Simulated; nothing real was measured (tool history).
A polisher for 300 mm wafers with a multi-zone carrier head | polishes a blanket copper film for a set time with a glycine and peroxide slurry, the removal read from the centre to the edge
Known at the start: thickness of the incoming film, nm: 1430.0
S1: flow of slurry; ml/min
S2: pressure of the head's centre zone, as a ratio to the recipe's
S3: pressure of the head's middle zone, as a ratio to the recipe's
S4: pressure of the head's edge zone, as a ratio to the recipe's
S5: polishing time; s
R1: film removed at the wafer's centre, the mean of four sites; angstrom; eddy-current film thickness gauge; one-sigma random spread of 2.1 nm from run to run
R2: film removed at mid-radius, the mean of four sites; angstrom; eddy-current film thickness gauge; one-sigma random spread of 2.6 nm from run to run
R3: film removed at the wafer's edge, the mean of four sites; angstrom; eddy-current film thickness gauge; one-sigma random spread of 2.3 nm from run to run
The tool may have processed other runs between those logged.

run  hour   S1    S2    S3    S4  S5      R1      R2      R3
  1     0  125     1     1     1  51  1925.2  1884.7  1933.5
  2   5.8  135  0.99  1.01  1.04  52  1978.4  1924.8  2030.4
  3  10.7  135  0.99  1.01  1.04  39  1490.6  1476.1  1541.5
  4  18.4  140  0.99  1.03  1.06  44  1711.9  1720.6  1735.2
  5  22.2  140  0.99     1  1.06  44  1685.3  1662.6  1743.9
  6  26.7  145  0.98  1.01  1.08  47  1801.9  1802.2    1905
  7  27.6  155  0.98  1.02   1.1  49  1895.1    1858    1995

Estimate the outcome of run 8 from the log above:
  8  33.5  155  0.97  1.04  1.11  51   ?   ?   ?

For run 8 the tool returned R1 1939.4 angstrom, R2 2008.5 angstrom, R3 2070.7 angstrom.
